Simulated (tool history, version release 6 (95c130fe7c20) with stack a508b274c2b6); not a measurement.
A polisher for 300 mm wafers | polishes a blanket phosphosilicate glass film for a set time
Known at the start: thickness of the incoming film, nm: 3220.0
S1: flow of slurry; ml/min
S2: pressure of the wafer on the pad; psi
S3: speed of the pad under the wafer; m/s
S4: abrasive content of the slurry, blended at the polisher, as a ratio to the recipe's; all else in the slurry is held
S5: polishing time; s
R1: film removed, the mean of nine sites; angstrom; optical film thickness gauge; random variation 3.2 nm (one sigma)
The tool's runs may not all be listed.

run  hour   S1   S2    S3    S4  S5      R1
  1   0.0  255  2.7  1.00  1.00  48  3434.1
  2   3.4  260  2.8  1.00  1.00  48  3511.5
  3   8.7  260  2.8  1.00  1.00  48  3570.4
  4  12.4  260  2.5  1.00  1.00  48  3260.5
  5  16.1  260  2.5  1.00  0.85  48  2928.1
  6  20.9  260  2.5  1.00  0.65  48  2228.0
  7  27.0  265  2.7  1.04  0.65  48  2408.2

The next listed run, before its measurement:
  8  35.1  265  2.9  1.10  0.65  48   ?

R1: 2664.0 angstrom
